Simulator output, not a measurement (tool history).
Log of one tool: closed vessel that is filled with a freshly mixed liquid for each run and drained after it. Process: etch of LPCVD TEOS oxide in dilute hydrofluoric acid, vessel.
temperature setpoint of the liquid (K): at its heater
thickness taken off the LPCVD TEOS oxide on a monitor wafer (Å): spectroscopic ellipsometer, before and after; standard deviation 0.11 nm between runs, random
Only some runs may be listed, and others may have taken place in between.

run,hour,temperature setpoint of the liquid (K),parts of water to one part of 49 % hydrofluoric acid (parts by volume),time in the liquid (s),thickness taken off the LPCVD TEOS oxide on a monitor wafer (Å)
1,0.0,293.15,55,30,104.350
2,4.1,295.15,55,30,114.280
3,11.8,295.15,55,30,113.770
4,18.6,295.15,75,30,81.585
5,23.7,295.15,75,30,81.932
6,25.5,295.15,75,30,81.907
7,30.8,296.15,70,30,91.795
8,33.6,296.15,70,30,90.765
9,34.5,297.15,65,30,103.400
10,41.3,298.15,60,30,117.700

For run 11, what comes out?
11,48.2,298.65,55,30,?

Run 11 measured thickness taken off the LPCVD TEOS oxide on a monitor wafer (Å) 130.640.
